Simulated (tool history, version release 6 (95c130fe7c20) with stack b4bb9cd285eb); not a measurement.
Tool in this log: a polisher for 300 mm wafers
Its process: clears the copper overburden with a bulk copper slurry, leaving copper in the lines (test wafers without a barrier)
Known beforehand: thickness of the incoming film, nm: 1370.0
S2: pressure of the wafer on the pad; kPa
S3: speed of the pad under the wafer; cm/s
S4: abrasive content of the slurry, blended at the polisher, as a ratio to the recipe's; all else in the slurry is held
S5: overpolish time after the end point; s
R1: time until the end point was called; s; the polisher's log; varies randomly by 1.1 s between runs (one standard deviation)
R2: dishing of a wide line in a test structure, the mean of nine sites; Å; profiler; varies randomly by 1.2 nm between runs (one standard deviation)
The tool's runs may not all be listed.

run 1 hour=0 | flow_of_slurry_(ml/min)=170 S2=20.7 S3=140 S4=1 S5=8 | R1=111.67 R2=555.58
run 2 hour=1.9 | flow_of_slurry_(ml/min)=170 S2=20.7 S3=140 S4=1 S5=5 | R1=106.87 R2=410.99
run 3 hour=9 | flow_of_slurry_(ml/min)=150 S2=20.7 S3=140 S4=1 S5=5 | R1=109.98 R2=407
run 4 hour=17.5 | flow_of_slurry_(ml/min)=150 S2=16.5 S3=140 S4=1 S5=5 | R1=134.43 R2=332.64
run 5 hour=20 | flow_of_slurry_(ml/min)=150 S2=20.7 S3=144 S4=1 S5=5 | R1=106.44 R2=403.46
run 6 hour=27.3 | flow_of_slurry_(ml/min)=155 S2=23.4 S3=146 S4=1 S5=5 | R1=96.446 R2=454.12
run 7 hour=28.7 | flow_of_slurry_(ml/min)=160 S2=25.5 S3=154 S4=1 S5=5 | R1=82.237 R2=514.92
run 8 hour=35.2 | flow_of_slurry_(ml/min)=165 S2=26.9 S3=158 S4=1 S5=5 | R1=76.431 R2=554.43
run 9 hour=36.1 | flow_of_slurry_(ml/min)=170 S2=28.3 S3=162 S4=1 S5=5 | R1=68.105 R2=562.6
run 10 hour=37.9 | flow_of_slurry_(ml/min)=170 S2=29 S3=164 S4=1 S5=6 | R1=65.038 R2=686.46
run 11 hour=44.8 | flow_of_slurry_(ml/min)=170 S2=29.6 S3=164 S4=1 S5=6 | R1=64.59 R2=704.08

Estimate the outcome of run 12 from the log above:
run 12 hour=47.8 | flow_of_slurry_(ml/min)=170 S2=30.3 S3=164 S4=1 S5=6 | R1=? R2=?

Run 12 came out at R1 64.572 s, R2 707.19 Å.
